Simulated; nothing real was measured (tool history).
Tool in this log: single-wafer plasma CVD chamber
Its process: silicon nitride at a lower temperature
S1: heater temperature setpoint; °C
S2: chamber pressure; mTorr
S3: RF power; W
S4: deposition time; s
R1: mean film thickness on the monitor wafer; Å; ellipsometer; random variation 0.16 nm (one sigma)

| run | hour | S1 | S2 | S3 | S4 | R1 |
|---|---|---|---|---|---|---|
| 1 | 0 | 365 | 1540 | 395 | 48.8 | 680.74 |
| 2 | 2 | 365 | 1490 | 385 | 48.8 | 657.09 |
| 3 | 4.3 | 365 | 1440 | 380 | 48.8 | 646.35 |
| 4 | 10.1 | 357 | 1440 | 380 | 48.8 | 645.66 |
| 5 | 14.4 | 357 | 1400 | 375 | 48.8 | 633.37 |
| 6 | 19.3 | 357 | 1360 | 370 | 48.8 | 616.99 |
| 7 | 28 | 357 | 1330 | 370 | 48.8 | 614.27 |
| 8 | 36.1 | 357 | 1300 | 370 | 48.8 | 605.02 |
| 9 | 41.4 | 357 | 1280 | 370 | 48.8 | 600.22 |

For run 10, what comes out?
| 10 | 43.6 | 357 | 1260 | 370 | 48.8 | ? |

{"run 10": {"R1": 597.49}}
